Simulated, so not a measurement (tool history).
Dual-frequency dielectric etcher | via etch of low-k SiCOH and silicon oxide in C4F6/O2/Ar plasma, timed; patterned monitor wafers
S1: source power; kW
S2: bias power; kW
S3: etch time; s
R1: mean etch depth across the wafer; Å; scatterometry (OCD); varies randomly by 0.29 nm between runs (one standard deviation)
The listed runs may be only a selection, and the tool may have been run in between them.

run,day,S1,S2,S3,R1
1,0,0.29,0.161,71.5,1566.9
2,0.196,0.28,0.16,71.5,1531.1
3,0.571,0.27,0.16,71.5,1499.4
4,0.838,0.31,0.16,71.5,1619.7
5,1.079,0.31,0.16,71.5,1624.9
6,1.346,0.31,0.16,75,1705.9
7,1.433,0.3,0.159,75,1677.8
8,1.588,0.29,0.158,75,1635.2

Run 9 comes next. What will it give?
9,1.662,0.28,0.158,75,?

Run 9 produced R1 1602.5 Å.
